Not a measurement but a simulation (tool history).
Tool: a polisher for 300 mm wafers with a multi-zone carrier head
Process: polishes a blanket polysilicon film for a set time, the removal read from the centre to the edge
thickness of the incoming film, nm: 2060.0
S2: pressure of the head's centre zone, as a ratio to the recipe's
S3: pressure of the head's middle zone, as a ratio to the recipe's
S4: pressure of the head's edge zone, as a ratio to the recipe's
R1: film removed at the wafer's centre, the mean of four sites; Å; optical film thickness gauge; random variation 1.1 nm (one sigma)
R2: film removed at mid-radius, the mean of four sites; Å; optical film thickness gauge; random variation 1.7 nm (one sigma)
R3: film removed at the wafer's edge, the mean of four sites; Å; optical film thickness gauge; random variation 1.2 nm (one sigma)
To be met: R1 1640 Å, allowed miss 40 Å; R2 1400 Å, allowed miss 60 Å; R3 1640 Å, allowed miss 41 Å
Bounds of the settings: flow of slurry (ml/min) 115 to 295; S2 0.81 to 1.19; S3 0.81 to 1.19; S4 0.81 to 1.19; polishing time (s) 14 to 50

run 1 hour=0 | flow_of_slurry_(ml/min)=190 S2=1 S3=1 S4=1 polishing_time_(s)=32 | R1=2425.1 R2=2274.9 R3=2230.6
run 2 hour=5.2 | flow_of_slurry_(ml/min)=190 S2=1 S3=1 S4=1.03 polishing_time_(s)=32 | R1=2413.1 R2=2235.7 R3=2285.3
run 3 hour=8 | flow_of_slurry_(ml/min)=190 S2=1 S3=1 S4=1.1 polishing_time_(s)=32 | R1=2439 R2=2193.6 R3=2347.1
run 4 hour=11.7 | flow_of_slurry_(ml/min)=180 S2=0.99 S3=0.97 S4=1.08 polishing_time_(s)=30 | R1=2241.3 R2=2068.6 R3=2147.2
run 5 hour=19.3 | flow_of_slurry_(ml/min)=180 S2=0.99 S3=0.97 S4=1.08 polishing_time_(s)=35 | R1=2625.5 R2=2367.4 R3=2554.5
run 6 hour=23.6 | flow_of_slurry_(ml/min)=180 S2=0.99 S3=0.94 S4=1.1 polishing_time_(s)=32 | R1=2400 R2=2083.6 R3=2344.4
-- hour=29.5 centre zone pressure recalibrated
run 7 hour=29.5 | flow_of_slurry_(ml/min)=180 S2=0.98 S3=0.92 S4=1.09 polishing_time_(s)=30 | R1=2025.3 R2=1966.8 R3=2194.2
run 8 hour=30.3 | flow_of_slurry_(ml/min)=170 S2=1.01 S3=0.9 S4=1.08 polishing_time_(s)=28 | R1=1930.7 R2=1777 R3=1999.5

4 next moves are on the table. One of them brings every result within its allowed miss. Which?
run A hour=31.1 | flow_of_slurry_(ml/min)=140 S2=0.82 S3=1.19 S4=0.82 polishing_time_(s)=29 | R1=? R2=? R3=?
run B hour=31.1 | flow_of_slurry_(ml/min)=130 S2=0.99 S3=0.99 S4=1.03 polishing_time_(s)=35 | R1=? R2=? R3=?
run C hour=31.1 | flow_of_slurry_(ml/min)=165 S2=0.87 S3=0.92 S4=1.03 polishing_time_(s)=36 | R1=? R2=? R3=?
run D hour=31.1 | flow_of_slurry_(ml/min)=185 S2=1.08 S3=0.88 S4=1.12 polishing_time_(s)=22 | R1=? R2=? R3=?

move=A R1=1558.3 R2=2233 R3=1790.9
move=B R1=2236.7 R2=2284.6 R3=2385.3
move=C R1=2114.3 R2=2311 R3=2529.8
move=D R1=1637.5 R2=1385.7 R3=1633.5
A: further off than the last run
B: further off than the last run
C: further off than the last run
D: meets every target
The right move is D.
